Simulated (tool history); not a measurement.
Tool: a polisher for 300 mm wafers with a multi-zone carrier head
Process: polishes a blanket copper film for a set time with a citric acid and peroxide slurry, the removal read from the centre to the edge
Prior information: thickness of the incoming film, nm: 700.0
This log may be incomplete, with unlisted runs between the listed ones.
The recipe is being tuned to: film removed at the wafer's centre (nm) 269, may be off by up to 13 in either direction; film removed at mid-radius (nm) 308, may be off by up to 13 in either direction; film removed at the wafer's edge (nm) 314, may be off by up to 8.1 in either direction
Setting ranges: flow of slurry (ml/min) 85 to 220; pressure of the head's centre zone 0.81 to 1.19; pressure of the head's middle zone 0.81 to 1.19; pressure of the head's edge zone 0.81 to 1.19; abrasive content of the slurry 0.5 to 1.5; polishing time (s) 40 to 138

| run | hour | flow of slurry (ml/min) | pressure of the head's centre zone | pressure of the head's middle zone | pressure of the head's edge zone | abrasive content of the slurry | polishing time (s) | film removed at the wafer's centre (nm) | film removed at mid-radius (nm) | film removed at the wafer's edge (nm) |
|---|---|---|---|---|---|---|---|---|---|---|
| 1 | 0 | 140 | 1 | 1 | 1 | 1 | 88 | 239.76 | 251.98 | 249.9 |
| 2 | 6 | 140 | 1 | 1 | 1.05 | 1 | 88 | 239.23 | 251.48 | 260.83 |
| 3 | 12.4 | 145 | 1 | 1.01 | 1.07 | 1 | 88 | 248.13 | 254.96 | 257.07 |
| 4 | 14.4 | 145 | 1 | 1.01 | 1.07 | 0.85 | 88 | 225.2 | 245.63 | 246.36 |
| 5 | 22.4 | 115 | 1 | 1.01 | 1.07 | 0.85 | 88 | 214.41 | 226.33 | 232.31 |
| 6 | 26.3 | 125 | 0.99 | 1.01 | 1.08 | 0.9 | 88 | 221.66 | 239.35 | 245.58 |
| 7 | 29.2 | 135 | 0.98 | 1.01 | 1.09 | 0.9 | 88 | 230.12 | 242.32 | 249.85 |
| 8 | 32.4 | 140 | 0.96 | 1.02 | 1.1 | 0.9 | 89 | 222.05 | 251.03 | 258.14 |
| 9 | 40 | 140 | 0.96 | 1.02 | 1.1 | 0.9 | 89 | 221.6 | 246.88 | 256.4 |
|  | 44 | slurry nozzle cleaned |
| 10 | 44 | 150 | 0.96 | 1.03 | 1.11 | 0.9 | 89 | 253.69 | 272.99 | 276.06 |
| 11 | 48.8 | 155 | 0.95 | 1.03 | 1.11 | 0.9 | 89 | 253.35 | 279.25 | 275.87 |
| 12 | 51.8 | 160 | 0.94 | 1.03 | 1.12 | 0.9 | 89 | 254.57 | 278.86 | 276.66 |
| 13 | 60.5 | 165 | 0.92 | 1.03 | 1.13 | 0.9 | 89 | 242.85 | 284.97 | 279.32 |
| 14 | 63.9 | 170 | 0.92 | 1.03 | 1.14 | 0.9 | 89 | 247.92 | 277.94 | 289.3 |
| 15 | 65.3 | 210 | 0.92 | 1.12 | 1.15 | 1 | 89 | 265.82 | 320.28 | 297.98 |
| 16 | 69.8 | 210 | 0.92 | 1.11 | 1.15 | 1 | 89 | 261.32 | 318.79 | 300.95 |
| 17 | 76.7 | 210 | 0.92 | 1.1 | 1.15 | 1 | 89 | 262.84 | 316.13 | 303.38 |
| 18 | 80.3 | 210 | 0.92 | 1.09 | 1.15 | 1 | 89 | 264 | 313.76 | 300.37 |
| 19 | 88.5 | 210 | 0.92 | 1.08 | 1.16 | 1 | 89 | 256.11 | 312.5 | 302.44 |

Consider the 5 candidate settings below. Which is the only one whose results all fall within their allowed miss of target?
| A | 96.7 | 140 | 1.04 | 1.1 | 0.97 | 0.75 | 106 | ? | ? | ? |
| B | 96.7 | 220 | 0.92 | 1.03 | 1.19 | 0.9 | 93 | ? | ? | ? |
| C | 96.7 | 150 | 0.95 | 1.09 | 1.1 | 0.9 | 93 | ? | ? | ? |
| D | 96.7 | 210 | 0.82 | 0.9 | 1.19 | 1.05 | 92 | ? | ? | ? |
| E | 96.7 | 205 | 0.95 | 1.05 | 1.19 | 1.1 | 84 | ? | ? | ? |

| move | film removed at the wafer's centre (nm) | film removed at mid-radius (nm) | film removed at the wafer's edge (nm) |
|---|---|---|---|
| A | 303.68 | 321.5 | 288.97 |
| B | 270.35 | 306.96 | 313.92 |
| C | 262.54 | 302.17 | 289.47 |
| D | 248.52 | 289.65 | 325.51 |
| E | 266.39 | 297.02 | 300.39 |
A: further off than the last run
B: each result inside its tolerance
C: further off than the last run
D: the result that was furthest off in the last run now lies on the other side of its target
E: further off than the last run
The move that meets every target is B.
